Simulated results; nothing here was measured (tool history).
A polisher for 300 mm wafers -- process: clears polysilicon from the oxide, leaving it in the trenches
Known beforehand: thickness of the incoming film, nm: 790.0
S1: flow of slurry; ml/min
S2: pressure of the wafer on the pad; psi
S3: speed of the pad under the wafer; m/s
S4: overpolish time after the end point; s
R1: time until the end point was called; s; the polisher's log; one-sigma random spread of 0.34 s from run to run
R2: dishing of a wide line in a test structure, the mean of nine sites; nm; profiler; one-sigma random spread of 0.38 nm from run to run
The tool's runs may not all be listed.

run	day	S1	S2	S3	S4	R1	R2
1	0	210	3	1.28	9	41.009	31.848
2	0.325	210	3.2	1.28	8	38.611	31.708
3	0.612	210	3.4	1.28	7	36.857	31.166
4	0.758	210	3.4	1.28	9	38.007	31.603
5	0.896	265	3.4	1.28	9	37.316	31.917
6	1.117	265	3.6	1.3	8	35.257	32.057
7	1.379	255	3.8	1.32	7	34.31	31.587
8	1.533	250	3.9	1.38	7	31.594	31.192

Expected results for the next run?
9	1.871	250	4	1.4	7	?	?

For run 9 the tool returned R1 30.457 s, R2 31.872 nm.
